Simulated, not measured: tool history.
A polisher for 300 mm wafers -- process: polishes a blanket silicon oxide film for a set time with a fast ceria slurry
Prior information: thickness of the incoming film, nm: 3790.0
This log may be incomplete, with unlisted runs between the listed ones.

run  hour  flow of slurry (ml/min)  pressure of the wafer on the pad (psi)  speed of the pad under the wafer (m/s)  polishing time (s)  film removed (nm)
  1     0                      225                                     1.8                                    0.76                  72             512.86
  2   5.4                      230                                       2                                    0.76                  72             570.36
  3   7.3                      230                                       2                                    0.76                  72             572.08
  4  16.2                      230                                       2                                    0.76                  76             604.06
  5  18.3                      230                                       2                                    0.68                  76             538.91
  6  18.9                      235                                     2.2                                    0.68                  76             601.18
  7    26                      240                                     2.3                                    0.68                  76              622.5

What will run 8 give?
  8    29                      240                                     2.3                                    0.68                  76                  ?

{"run 8": {"film removed (nm)": 624.11}}
